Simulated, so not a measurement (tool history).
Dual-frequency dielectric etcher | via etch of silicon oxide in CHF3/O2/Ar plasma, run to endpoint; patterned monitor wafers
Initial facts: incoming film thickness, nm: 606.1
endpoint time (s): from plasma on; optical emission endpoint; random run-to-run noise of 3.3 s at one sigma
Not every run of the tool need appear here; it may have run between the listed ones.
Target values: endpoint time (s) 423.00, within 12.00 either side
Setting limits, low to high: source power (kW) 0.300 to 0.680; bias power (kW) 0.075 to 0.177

run  hour  source power (kW)  bias power (kW)  endpoint time (s)
  1   0.0              0.490            0.126             368.32
  2   0.5              0.460            0.122             373.10
  3   5.7              0.460            0.107             387.48
  4  14.4              0.530            0.107             373.84
  5  20.8              0.600            0.107             354.91
  6  26.4              0.550            0.107             362.00
  7  31.0              0.510            0.101             375.83
  8  31.9              0.470            0.096             388.63
  9  35.7              0.440            0.092             395.06
 10  42.0              0.420            0.088             414.41

Exercise: of the 5 proposed moves below, exactly one satisfies all targets within the stated allowed misses. Which move is it?
  A  48.3              0.470            0.089                  ?
  B  48.3              0.420            0.098                  ?
  C  48.3              0.370            0.083                  ?
  D  48.3              0.420            0.103                  ?
  E  48.3              0.440            0.094                  ?

move  endpoint time (s)
   A             395.72
   B             402.66
   C             428.27
   D             399.33
   E             399.99
A: the biggest miss grows against the last run
B: the biggest miss grows against the last run
C: meets every target
D: the biggest miss grows against the last run
E: the biggest miss grows against the last run
Answer: C

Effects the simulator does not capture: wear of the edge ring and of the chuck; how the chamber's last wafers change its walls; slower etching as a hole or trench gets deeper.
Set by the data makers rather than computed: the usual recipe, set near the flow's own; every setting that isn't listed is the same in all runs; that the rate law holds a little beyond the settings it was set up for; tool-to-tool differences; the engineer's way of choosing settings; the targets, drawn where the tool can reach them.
